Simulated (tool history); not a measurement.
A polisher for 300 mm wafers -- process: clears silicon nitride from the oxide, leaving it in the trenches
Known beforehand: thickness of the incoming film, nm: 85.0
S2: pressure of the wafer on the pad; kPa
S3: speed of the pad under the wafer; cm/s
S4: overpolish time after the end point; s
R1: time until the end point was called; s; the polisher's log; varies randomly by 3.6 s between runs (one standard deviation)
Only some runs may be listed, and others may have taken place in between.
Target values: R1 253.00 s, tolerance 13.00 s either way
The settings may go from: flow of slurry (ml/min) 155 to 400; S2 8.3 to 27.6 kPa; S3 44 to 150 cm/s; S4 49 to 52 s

run 1 hour=0.0 | flow_of_slurry_(ml/min)=255 S2=17.9 S3=96 S4=49 | R1=124.84
run 2 hour=8.3 | flow_of_slurry_(ml/min)=255 S2=15.9 S3=92 S4=49 | R1=144.31
run 3 hour=14.4 | flow_of_slurry_(ml/min)=255 S2=19.3 S3=92 S4=49 | R1=116.93
run 4 hour=15.1 | flow_of_slurry_(ml/min)=255 S2=16.5 S3=90 S4=49 | R1=139.83
run 5 hour=16.5 | flow_of_slurry_(ml/min)=255 S2=14.5 S3=86 S4=49 | R1=168.98
run 6 hour=23.2 | flow_of_slurry_(ml/min)=255 S2=13.1 S3=86 S4=49 | R1=188.89
run 7 hour=28.6 | flow_of_slurry_(ml/min)=255 S2=12.4 S3=86 S4=49 | R1=192.76
-- hour=35.4 worn pad replaced by a new one
run 8 hour=35.4 | flow_of_slurry_(ml/min)=255 S2=8.3 S3=78 S4=49 | R1=299.66
run 9 hour=42.4 | flow_of_slurry_(ml/min)=255 S2=9.0 S3=78 S4=49 | R1=274.65

5 candidate next runs follow, results not yet known. Just one meets every target within its allowed miss. Identify it.
run A hour=49.4 | flow_of_slurry_(ml/min)=280 S2=9.7 S3=90 S4=49 | R1=?
run B hour=49.4 | flow_of_slurry_(ml/min)=225 S2=8.3 S3=94 S4=52 | R1=?
run C hour=49.4 | flow_of_slurry_(ml/min)=260 S2=10.3 S3=80 S4=51 | R1=?
run D hour=49.4 | flow_of_slurry_(ml/min)=225 S2=8.3 S3=80 S4=49 | R1=?
run E hour=49.4 | flow_of_slurry_(ml/min)=260 S2=11.0 S3=62 S4=51 | R1=?

move=A R1=221.23
move=B R1=251.61
move=C R1=234.07
move=D R1=294.06
move=E R1=281.13
A: takes the biggest miss from the last run beyond its target
B: every result within its allowed miss
C: takes the biggest miss from the last run beyond its target
D: further off than the last run
E: further off than the last run
Move B is the one to make.
